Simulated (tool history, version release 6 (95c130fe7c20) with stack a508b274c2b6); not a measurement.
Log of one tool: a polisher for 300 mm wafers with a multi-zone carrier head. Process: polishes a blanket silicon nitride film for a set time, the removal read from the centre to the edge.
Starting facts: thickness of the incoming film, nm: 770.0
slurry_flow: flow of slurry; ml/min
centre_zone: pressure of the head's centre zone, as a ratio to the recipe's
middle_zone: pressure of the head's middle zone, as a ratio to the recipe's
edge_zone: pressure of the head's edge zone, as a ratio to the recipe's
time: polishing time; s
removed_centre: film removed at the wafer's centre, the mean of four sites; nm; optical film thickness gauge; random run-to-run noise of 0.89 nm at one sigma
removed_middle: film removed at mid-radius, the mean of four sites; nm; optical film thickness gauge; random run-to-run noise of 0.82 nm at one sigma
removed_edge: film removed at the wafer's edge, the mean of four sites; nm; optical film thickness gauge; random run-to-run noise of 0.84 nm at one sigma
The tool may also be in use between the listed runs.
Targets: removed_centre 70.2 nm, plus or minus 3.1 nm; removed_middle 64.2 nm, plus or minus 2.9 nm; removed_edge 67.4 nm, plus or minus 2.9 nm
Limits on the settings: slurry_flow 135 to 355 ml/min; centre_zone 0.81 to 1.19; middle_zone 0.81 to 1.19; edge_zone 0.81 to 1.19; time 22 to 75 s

{"run": 1, "day": 0.0, "slurry_flow": 225, "centre_zone": 1, "middle_zone": 1, "edge_zone": 1, "time": 48, "removed_centre": 79.153, "removed_middle": 81.193, "removed_edge": 82.541}
{"run": 2, "day": 0.279, "slurry_flow": 225, "centre_zone": 1, "middle_zone": 0.96, "edge_zone": 1, "time": 48, "removed_centre": 81.756, "removed_middle": 77.577, "removed_edge": 83.662}
{"run": 3, "day": 0.3, "slurry_flow": 260, "centre_zone": 1, "middle_zone": 0.96, "edge_zone": 1, "time": 48, "removed_centre": 82.715, "removed_middle": 81.377, "removed_edge": 84.419}
{"run": 4, "day": 0.388, "slurry_flow": 245, "centre_zone": 1, "middle_zone": 0.95, "edge_zone": 0.96, "time": 46, "removed_centre": 77.44, "removed_middle": 75.467, "removed_edge": 77.449}
{"run": 5, "day": 0.454, "slurry_flow": 230, "centre_zone": 1, "middle_zone": 0.93, "edge_zone": 0.93, "time": 45, "removed_centre": 78.383, "removed_middle": 71.022, "removed_edge": 76.203}
{"run": 6, "day": 0.675, "slurry_flow": 230, "centre_zone": 1, "middle_zone": 0.93, "edge_zone": 0.93, "time": 55, "removed_centre": 91.802, "removed_middle": 88.575, "removed_edge": 92.841}
{"run": 7, "day": 0.871, "slurry_flow": 230, "centre_zone": 0.99, "middle_zone": 0.92, "edge_zone": 0.91, "time": 50, "removed_centre": 83.455, "removed_middle": 78.698, "removed_edge": 81.977}
{"run": 8, "day": 0.9, "slurry_flow": 225, "centre_zone": 0.98, "middle_zone": 0.91, "edge_zone": 0.89, "time": 48, "removed_centre": 79.844, "removed_middle": 73.44, "removed_edge": 77.304}
{"run": 9, "day": 1.096, "slurry_flow": 220, "centre_zone": 0.96, "middle_zone": 0.9, "edge_zone": 0.87, "time": 47, "removed_centre": 76.417, "removed_middle": 71.52, "removed_edge": 75.921}

Exactly one of the 5 candidate moves below puts every result within its allowed miss. Which one?
{"run": "A", "day": 1.292, "slurry_flow": 220, "centre_zone": 0.89, "middle_zone": 0.89, "edge_zone": 0.94, "time": 47, "removed_centre": "?", "removed_middle": "?", "removed_edge": "?"}
{"run": "B", "day": 1.292, "slurry_flow": 230, "centre_zone": 0.99, "middle_zone": 0.9, "edge_zone": 0.86, "time": 42, "removed_centre": "?", "removed_middle": "?", "removed_edge": "?"}
{"run": "C", "day": 1.292, "slurry_flow": 190, "centre_zone": 0.87, "middle_zone": 0.87, "edge_zone": 0.91, "time": 53, "removed_centre": "?", "removed_middle": "?", "removed_edge": "?"}
{"run": "D", "day": 1.292, "slurry_flow": 270, "centre_zone": 0.94, "middle_zone": 1.09, "edge_zone": 0.81, "time": 46, "removed_centre": "?", "removed_middle": "?", "removed_edge": "?"}
{"run": "E", "day": 1.292, "slurry_flow": 210, "centre_zone": 0.98, "middle_zone": 0.89, "edge_zone": 0.92, "time": 53, "removed_centre": "?", "removed_middle": "?", "removed_edge": "?"}

move=A removed_centre=72.959 removed_middle=71.782 removed_edge=80.001
move=B removed_centre=71.955 removed_middle=65.082 removed_edge=68.91
move=C removed_centre=78.882 removed_middle=77.868 removed_edge=87.574
move=D removed_centre=76.98 removed_middle=85.343 removed_edge=74.331
move=E removed_centre=88.832 removed_middle=80.423 removed_edge=88.91
A: misses by more than the last run did
B: hits every target within its allowed miss
C: misses by more than the last run did
D: misses by more than the last run did
E: misses by more than the last run did
Correct choice: B, which meets every target
